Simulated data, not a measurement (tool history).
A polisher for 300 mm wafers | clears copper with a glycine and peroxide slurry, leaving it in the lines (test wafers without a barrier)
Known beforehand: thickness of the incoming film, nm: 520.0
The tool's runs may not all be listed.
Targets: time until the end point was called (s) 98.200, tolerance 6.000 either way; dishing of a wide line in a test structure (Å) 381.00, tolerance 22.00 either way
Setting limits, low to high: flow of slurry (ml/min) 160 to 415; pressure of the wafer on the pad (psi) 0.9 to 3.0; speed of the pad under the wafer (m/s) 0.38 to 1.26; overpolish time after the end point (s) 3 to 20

run	day	flow of slurry (ml/min)	pressure of the wafer on the pad (psi)	speed of the pad under the wafer (m/s)	overpolish time after the end point (s)	time until the end point was called (s)	dishing of a wide line in a test structure (Å)
1	0.000	265	1.9	0.82	10	139.350	240.30
2	0.254	265	1.9	0.82	12	149.820	266.89
3	0.458	265	2.0	0.82	12	136.590	285.35
4	0.500	200	2.0	0.82	12	143.100	274.37
5	0.775	200	2.1	0.82	12	145.900	272.16
6	1.046	160	2.1	0.82	12	146.570	260.84
7	1.079	195	2.7	0.90	14	112.380	347.74
8	1.358	210	2.9	0.92	14	101.180	362.63
9	1.662	215	2.9	0.92	14	97.873	349.11

Next run, 5 choices. One meets every target within its allowed miss, the rest don't. Which?
A	1.967	285	2.7	0.96	12	?	?
B	1.967	180	3.0	0.94	16	?	?
C	1.967	215	2.7	1.02	11	?	?
D	1.967	275	3.0	0.76	11	?	?
E	1.967	175	3.0	0.94	10	?	?

move	time until the end point was called (s)	dishing of a wide line in a test structure (Å)
A	96.315	331.49
B	99.991	370.08
C	97.193	314.32
D	107.470	302.64
E	100.850	293.19
A: its largest miss is bigger than the last run's
B: each result inside its tolerance
C: its largest miss is bigger than the last run's
D: its largest miss is bigger than the last run's
E: its largest miss is bigger than the last run's
Go with B: it meets all targets.
